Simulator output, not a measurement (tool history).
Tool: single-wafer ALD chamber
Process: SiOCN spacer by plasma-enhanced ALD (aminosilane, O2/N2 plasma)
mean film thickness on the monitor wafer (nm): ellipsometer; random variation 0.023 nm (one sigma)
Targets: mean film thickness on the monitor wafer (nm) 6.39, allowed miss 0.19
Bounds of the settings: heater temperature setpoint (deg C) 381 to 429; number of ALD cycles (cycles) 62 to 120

run    day  heater temperature setpoint (deg C)  number of ALD cycles (cycles)  mean film thickness on the monitor wafer (nm)
  1      0                                  405                             91                                         5.2245
  2   0.15                                  405                            102                                         5.9007
  3  0.438                                  409                            102                                         5.8039
  4  0.508                                  408                            103                                         5.8846
  5    0.8                                  401                            103                                         5.9909
  6  1.162                                  410                            103                                         5.8697
  7  1.312                                  410                            104                                         5.9105
     1.642  -- thermocouple changed; heater temperature recalibrated
  8  1.642                                  409                            105                                         6.0494

5 next moves are on the table. One of them brings every result within its allowed miss. Which?
  A  1.971                                  406                            118                                              ?
  B  1.971                                  392                            116                                              ?
  C  1.971                                  413                            120                                              ?
  D  1.971                                  416                            118                                              ?
  E  1.971                                  405                            108                                              ?

move  mean film thickness on the monitor wafer (nm)
   A                                         6.9102
   B                                         6.9206
   C                                         6.8559
   D                                         6.6695
   E                                         6.3466
A: takes the result that was furthest off past its target
B: takes the result that was furthest off past its target
C: takes the result that was furthest off past its target
D: takes the result that was furthest off past its target
E: meets every target
Answer: E

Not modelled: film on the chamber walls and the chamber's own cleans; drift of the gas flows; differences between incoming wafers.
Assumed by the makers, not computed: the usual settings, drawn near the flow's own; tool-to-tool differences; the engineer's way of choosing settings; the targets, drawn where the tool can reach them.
